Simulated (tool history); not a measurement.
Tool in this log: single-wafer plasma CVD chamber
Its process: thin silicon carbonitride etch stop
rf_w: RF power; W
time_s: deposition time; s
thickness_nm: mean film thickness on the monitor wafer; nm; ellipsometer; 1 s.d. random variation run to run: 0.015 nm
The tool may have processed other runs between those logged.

run    day  rf_w  time_s  thickness_nm
  1      0   235    12.1        7.4963
  2  0.112   210    12.1        7.2643
  3  0.321   195    11.8        6.9518
  4  0.596   215    11.8        7.1575
  5  0.629   200    11.6        6.8762
  6  0.854   200    13.3        7.8821
  7  1.108   190    12.6        7.3853
  8  1.308   180    12.2        7.0325
  9    1.5   175    11.9        6.8561

Run 10, settings as shown, results not yet in. Your forecast:
 10  1.65   170    11.7             ?

{"run 10": {"thickness_nm": 6.6836}}
